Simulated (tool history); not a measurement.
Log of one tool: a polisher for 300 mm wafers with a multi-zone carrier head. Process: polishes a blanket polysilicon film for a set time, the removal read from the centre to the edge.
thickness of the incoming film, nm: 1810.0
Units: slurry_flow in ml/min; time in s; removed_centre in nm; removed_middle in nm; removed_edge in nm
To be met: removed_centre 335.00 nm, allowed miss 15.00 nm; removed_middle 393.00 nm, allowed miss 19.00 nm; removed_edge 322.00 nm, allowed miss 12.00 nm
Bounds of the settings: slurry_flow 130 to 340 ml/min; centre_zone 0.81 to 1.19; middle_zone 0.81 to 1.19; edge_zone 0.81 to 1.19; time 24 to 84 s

run 1 hour=0.0 | slurry_flow=220 centre_zone=1.00 middle_zone=1.00 edge_zone=1.00 time=54 | removed_centre=483.91 removed_middle=501.92 removed_edge=492.24
run 2 hour=7.9 | slurry_flow=250 centre_zone=1.00 middle_zone=1.00 edge_zone=1.00 time=54 | removed_centre=495.69 removed_middle=529.53 removed_edge=489.58
run 3 hour=15.3 | slurry_flow=250 centre_zone=1.00 middle_zone=1.08 edge_zone=1.00 time=54 | removed_centre=504.05 removed_middle=541.72 removed_edge=485.68
run 4 hour=16.4 | slurry_flow=250 centre_zone=1.07 middle_zone=1.08 edge_zone=1.00 time=54 | removed_centre=536.23 removed_middle=543.44 removed_edge=495.88
run 5 hour=17.2 | slurry_flow=250 centre_zone=1.07 middle_zone=1.08 edge_zone=1.00 time=65 | removed_centre=629.33 removed_middle=655.24 removed_edge=602.52
run 6 hour=19.2 | slurry_flow=250 centre_zone=1.07 middle_zone=1.16 edge_zone=1.00 time=65 | removed_centre=644.67 removed_middle=711.37 removed_edge=579.24
run 7 hour=26.7 | slurry_flow=245 centre_zone=1.05 middle_zone=1.15 edge_zone=0.99 time=61 | removed_centre=584.44 removed_middle=660.28 removed_edge=559.93
run 8 hour=31.2 | slurry_flow=250 centre_zone=1.04 middle_zone=1.15 edge_zone=0.99 time=57 | removed_centre=540.76 removed_middle=617.77 removed_edge=517.46
run 9 hour=33.4 | slurry_flow=250 centre_zone=0.96 middle_zone=1.09 edge_zone=0.90 time=42 | removed_centre=379.10 removed_middle=441.43 removed_edge=369.52
run 10 hour=35.7 | slurry_flow=250 centre_zone=0.96 middle_zone=1.09 edge_zone=0.89 time=41 | removed_centre=373.21 removed_middle=414.46 removed_edge=361.64
run 11 hour=37.1 | slurry_flow=250 centre_zone=0.96 middle_zone=1.10 edge_zone=0.88 time=40 | removed_centre=352.06 removed_middle=412.36 removed_edge=346.51
run 12 hour=46.1 | slurry_flow=250 centre_zone=0.96 middle_zone=1.10 edge_zone=0.87 time=40 | removed_centre=358.95 removed_middle=424.72 removed_edge=352.91
run 13 hour=54.9 | slurry_flow=250 centre_zone=0.96 middle_zone=1.10 edge_zone=0.87 time=39 | removed_centre=349.83 removed_middle=416.26 removed_edge=336.81

4 next moves are on the table. One of them brings every result within its allowed miss. Which?
run A hour=63.7 | slurry_flow=280 centre_zone=0.99 middle_zone=1.14 edge_zone=0.91 time=36 | removed_centre=? removed_middle=? removed_edge=?
run B hour=63.7 | slurry_flow=260 centre_zone=0.99 middle_zone=1.04 edge_zone=0.89 time=35 | removed_centre=? removed_middle=? removed_edge=?
run C hour=63.7 | slurry_flow=215 centre_zone=1.02 middle_zone=1.09 edge_zone=0.89 time=41 | removed_centre=? removed_middle=? removed_edge=?
run D hour=63.7 | slurry_flow=250 centre_zone=1.06 middle_zone=0.92 edge_zone=1.14 time=39 | removed_centre=? removed_middle=? removed_edge=?

move=A removed_centre=327.67 removed_middle=387.16 removed_edge=321.54
move=B removed_centre=315.38 removed_middle=345.07 removed_edge=308.50
move=C removed_centre=370.31 removed_middle=410.21 removed_edge=354.40
move=D removed_centre=374.16 removed_middle=344.95 removed_edge=378.24
A: meets every target
B: takes the result that was furthest off past its target
C: further off than the last run
D: further off than the last run
Move A is the one to make.
